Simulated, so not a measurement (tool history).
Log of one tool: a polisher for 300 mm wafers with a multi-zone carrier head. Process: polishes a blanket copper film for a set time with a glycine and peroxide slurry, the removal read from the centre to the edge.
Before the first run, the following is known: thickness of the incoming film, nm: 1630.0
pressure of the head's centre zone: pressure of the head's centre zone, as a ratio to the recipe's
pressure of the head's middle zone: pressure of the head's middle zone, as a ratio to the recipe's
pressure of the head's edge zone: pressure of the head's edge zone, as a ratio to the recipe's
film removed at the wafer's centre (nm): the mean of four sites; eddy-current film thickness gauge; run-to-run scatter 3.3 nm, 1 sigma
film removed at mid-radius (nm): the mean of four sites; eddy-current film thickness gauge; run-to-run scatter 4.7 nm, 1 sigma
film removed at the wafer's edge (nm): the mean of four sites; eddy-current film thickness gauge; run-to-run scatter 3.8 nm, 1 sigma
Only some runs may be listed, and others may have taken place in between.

run  hour  flow of slurry (ml/min)  pressure of the head's centre zone  pressure of the head's middle zone  pressure of the head's edge zone  polishing time (s)  film removed at the wafer's centre (nm)  film removed at mid-radius (nm)  film removed at the wafer's edge (nm)
  1     0                      275                                   1                                   1                                 1                  65                                   458.16                           467.52                                 471.78
  2   7.1                      280                                1.02                                1.01                              0.97                  59                                   425.08                           422.48                                 403.15
  3  15.5                      280                                1.02                                   1                              0.95                  56                                   398.35                           398.79                                 378.34
  4  21.5                      280                                1.02                                   1                              0.95                  43                                    307.1                           299.77                                 292.37
  5  24.2                      280                                1.02                                0.96                              0.95                  43                                   309.36                           284.04                                 296.79
  6  25.3                      285                                1.03                                0.98                              0.94                  43                                   306.11                           296.64                                  300.6

Expected results for the next run?
  7  30.5                      275                                1.06                                   1                              0.93                  43                                        ?                                ?                                      ?

{"run 7": {"film removed at the wafer's centre (nm)": 314.35, "film removed at mid-radius (nm)": 296.31, "film removed at the wafer's edge (nm)": 291}}

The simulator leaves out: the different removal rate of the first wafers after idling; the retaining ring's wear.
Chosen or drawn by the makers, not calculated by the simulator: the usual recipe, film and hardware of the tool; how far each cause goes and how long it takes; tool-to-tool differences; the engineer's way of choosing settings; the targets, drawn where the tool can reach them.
